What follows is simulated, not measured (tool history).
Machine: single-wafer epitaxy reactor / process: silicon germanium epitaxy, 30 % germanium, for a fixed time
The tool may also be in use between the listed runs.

| run | hour | wafer temperature setpoint (pyrometer-controlled) (°C) | chamber pressure (mTorr) | mean film thickness on the monitor wafer (nm) |
|---|---|---|---|---|
| 1 | 0 | 625 | 18400 | 99.229 |
| 2 | 9 | 625 | 15700 | 90.322 |
| 3 | 15.3 | 629 | 15700 | 96.655 |
| 4 | 17.3 | 634 | 15800 | 106.41 |
| 5 | 24.7 | 637 | 15900 | 114.08 |
| 6 | 26 | 631 | 15900 | 101.2 |

Run 7 has not been measured yet. What should we expect?
| 7 | 33.6 | 635 | 16000 | ? |

{"run 7": {"mean film thickness on the monitor wafer (nm)": 109.34}}
